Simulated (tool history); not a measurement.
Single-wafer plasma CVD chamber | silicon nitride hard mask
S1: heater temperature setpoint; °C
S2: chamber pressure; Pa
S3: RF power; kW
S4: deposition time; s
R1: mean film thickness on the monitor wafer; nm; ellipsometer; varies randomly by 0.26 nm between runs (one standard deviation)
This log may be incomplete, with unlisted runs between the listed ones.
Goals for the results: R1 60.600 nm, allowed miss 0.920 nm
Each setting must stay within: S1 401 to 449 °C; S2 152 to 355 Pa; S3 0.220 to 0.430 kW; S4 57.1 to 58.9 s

run,hour,S1,S2,S3,S4,R1
1,0.0,425,253,0.325,57.1,77.538
2,3.2,425,253,0.300,57.1,73.513
3,6.1,425,253,0.285,57.1,71.199
4,11.4,425,244,0.280,57.1,70.398
5,19.4,425,236,0.275,57.1,68.968
6,21.5,425,236,0.275,58.9,70.959
7,24.1,425,228,0.270,58.9,69.264
8,31.8,425,220,0.270,58.9,68.157
9,38.8,425,213,0.270,58.9,67.440
10,43.4,425,207,0.270,58.9,67.530
11,43.9,425,157,0.230,58.7,54.378
12,47.6,425,157,0.230,58.7,53.960
13,53.9,425,164,0.230,58.7,55.187
14,62.0,425,169,0.230,58.7,56.011
15,65.5,425,173,0.230,58.7,56.332

5 candidate next runs follow, results not yet known. Just one meets every target within its allowed miss. Identify it.
A,69.0,425,179,0.250,58.9,?
B,69.0,422,181,0.235,58.9,?
C,69.0,429,167,0.220,57.1,?
D,69.0,420,184,0.230,58.9,?
E,69.0,424,172,0.245,58.9,?

move,R1
A,60.541
B,58.542
C,52.457
D,58.095
E,58.926
A: all results land within tolerance of their targets
B: moves toward the targets from the last run without getting all of them in spec
C: the biggest miss grows against the last run
D: moves toward the targets from the last run without getting all of them in spec
E: moves toward the targets from the last run without getting all of them in spec
The right move is A.

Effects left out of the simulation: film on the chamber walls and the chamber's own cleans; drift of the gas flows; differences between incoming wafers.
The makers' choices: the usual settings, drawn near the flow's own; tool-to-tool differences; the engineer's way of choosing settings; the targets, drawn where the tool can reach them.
